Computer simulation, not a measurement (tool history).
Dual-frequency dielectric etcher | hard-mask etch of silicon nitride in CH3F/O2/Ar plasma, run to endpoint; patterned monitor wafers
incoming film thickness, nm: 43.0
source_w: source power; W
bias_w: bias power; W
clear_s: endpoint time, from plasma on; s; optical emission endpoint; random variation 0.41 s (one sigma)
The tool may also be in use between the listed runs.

Run 1, hour 0: source_w 300 W, bias_w 72 W. Result: clear_s 70.234 s.
Run 2, hour 3.7: source_w 300 W, bias_w 84 W. Result: clear_s 66.754 s.
Run 3, hour 7.5: source_w 270 W, bias_w 84 W. Result: clear_s 68.905 s.
Run 4, hour 13.8: source_w 270 W, bias_w 74 W. Result: clear_s 72.12 s.
Run 5, hour 17.2: source_w 320 W, bias_w 74 W. Result: clear_s 67.473 s.
Run 6, hour 22: source_w 330 W, bias_w 75 W. Result: clear_s 66.699 s.
Run 7, hour 29.9: source_w 340 W, bias_w 76 W. Result: clear_s 66.194 s.

Forecast run 8:
Run 8, hour 36.8: source_w 350 W, bias_w 77 W. Result: clear_s ?.

{"run 8": {"clear_s": 65.128}}
